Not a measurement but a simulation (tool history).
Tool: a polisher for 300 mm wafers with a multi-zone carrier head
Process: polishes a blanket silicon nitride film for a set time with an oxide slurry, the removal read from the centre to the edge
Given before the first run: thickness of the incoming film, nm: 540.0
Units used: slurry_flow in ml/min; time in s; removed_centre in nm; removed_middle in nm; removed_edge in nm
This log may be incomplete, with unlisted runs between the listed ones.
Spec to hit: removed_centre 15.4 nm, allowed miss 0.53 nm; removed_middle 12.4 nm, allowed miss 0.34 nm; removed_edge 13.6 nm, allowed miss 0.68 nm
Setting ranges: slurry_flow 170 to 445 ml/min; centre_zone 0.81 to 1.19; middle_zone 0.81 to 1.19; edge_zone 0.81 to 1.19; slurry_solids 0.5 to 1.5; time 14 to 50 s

run  hour  slurry_flow  centre_zone  middle_zone  edge_zone  slurry_solids  time  removed_centre  removed_middle  removed_edge
  1     0          285            1            1          1              1    32           20.16          18.594        18.315
  2     5          280            1         0.95       0.98           0.85    32           18.26          16.151        16.178
  3  11.1          270         0.99         0.91       0.97            0.8    32          17.575          15.073        15.497
  4  14.2          270         0.99         0.91       0.97           0.75    32          16.251          14.199        15.159
  5  20.5          270         0.99         0.91       1.01           0.75    32          16.151          14.339        14.995
  6  24.3          265            1         0.89          1            0.7    32          15.702          13.339        14.331
  7  26.9          255         1.01         0.88          1            0.7    32          15.749          13.338        14.286
  8  33.2          250         1.02         0.81       0.95           0.65    32           15.09          11.896        13.068
  9  33.8          260         1.02         0.82       0.96           0.65    32          14.895           12.15         13.11
 10  41.1          255         1.02         0.82       0.97           0.65    32           14.96          11.837        13.074
 11  41.9          260         1.02         0.83       0.98           0.65    32          14.889          12.265        13.599
 12  46.2          260         1.03         0.83       0.98           0.65    32          15.166          12.155        13.314
 13  48.5          265         1.03         0.83       0.98           0.65    32          15.161          12.103        13.567

Which one of the following 4 next-run settings gets every result inside its allowed miss? There is exactly one.
  A  50.8          310         1.02         0.81       1.05            0.5    41               ?               ?             ?
  B  50.8          200         1.04         0.86       0.99           0.65    31               ?               ?             ?
  C  50.8          415         1.12         0.81       1.17           0.55    35               ?               ?             ?
  D  50.8          280         1.02         0.83       0.92            0.7    31               ?               ?             ?

move  removed_centre  removed_middle  removed_edge
   A          14.869          11.766        13.591
   B          14.429          11.659         12.78
   C          15.921           11.44        13.823
   D          15.625          12.559        13.534
A: misses by more than the last run did
B: misses by more than the last run did
C: misses by more than the last run did
D: all results in spec
D is the move that brings every result within its allowed miss.
